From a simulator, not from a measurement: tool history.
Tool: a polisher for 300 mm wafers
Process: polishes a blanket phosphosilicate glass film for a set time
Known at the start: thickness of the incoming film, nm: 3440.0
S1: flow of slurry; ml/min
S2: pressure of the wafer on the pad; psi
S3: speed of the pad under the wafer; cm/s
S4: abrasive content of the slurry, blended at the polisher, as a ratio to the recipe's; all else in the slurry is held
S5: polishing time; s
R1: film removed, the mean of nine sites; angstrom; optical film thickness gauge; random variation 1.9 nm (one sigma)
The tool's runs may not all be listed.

run    day   S1   S2   S3  S4  S5      R1
  1      0  305  3.5  120   1  34  3734.6
  2  0.125  305  4.1  120   1  34  4411.1
  3  0.496  305  3.8  118   1  34  4102.1
  4  0.612  305  3.5  116   1  34  3725.1
  5  0.746  375  3.5  116   1  34  3768.5
  6  0.912  375  3.3  114   1  34  3507.3
  7  0.971  375  3.1  112   1  34  3232.4
  8  1.083  375  2.9  112   1  34  3044.9
  9  1.279  375  2.8  112   1  34  2954.5
 10  1.567  375  2.7  112   1  34  2896.3
 11  1.604  375  2.6  112   1  34  2735.6
 12  1.804  370  2.5  112   1  34    2646
 13  2.033  365  2.4  112   1  34  2502.8
     2.212  -- slurry nozzle cleaned
 14  2.212  355  2.4  112   1  34  2548.5
 15  2.433  350  2.3  112   1  34    2453
 16  2.729  345  2.2  112   1  34  2371.6
 17  2.875  340  2.2  112   1  34  2363.4

Forecast run 18:
 18  3.017  335  1.7  112   1  34   ?

Run 18 gave R1 1896.8 angstrom.
